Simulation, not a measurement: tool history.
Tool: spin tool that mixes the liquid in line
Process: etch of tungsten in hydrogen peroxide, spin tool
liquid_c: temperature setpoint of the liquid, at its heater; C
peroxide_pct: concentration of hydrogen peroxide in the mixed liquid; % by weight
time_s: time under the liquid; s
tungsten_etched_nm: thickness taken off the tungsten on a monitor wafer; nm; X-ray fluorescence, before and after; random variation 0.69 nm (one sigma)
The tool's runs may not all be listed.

run  hour  liquid_c  peroxide_pct  time_s  tungsten_etched_nm
  1     0        55            24      50              131.64
  2   7.2        53            24      50              118.52
  3   7.8      46.5            24      50              80.131
  4  12.7        46            24      50              77.499
  5  17.3      45.5            24      50              74.812
  6  20.3      45.5          27.5      50              79.059
  7  21.7        45          27.5      50              78.395

Forecast run 8:
  8    24      42.5          27.5      50                   ?

Run 8 gave tungsten_etched_nm 65.446 nm.
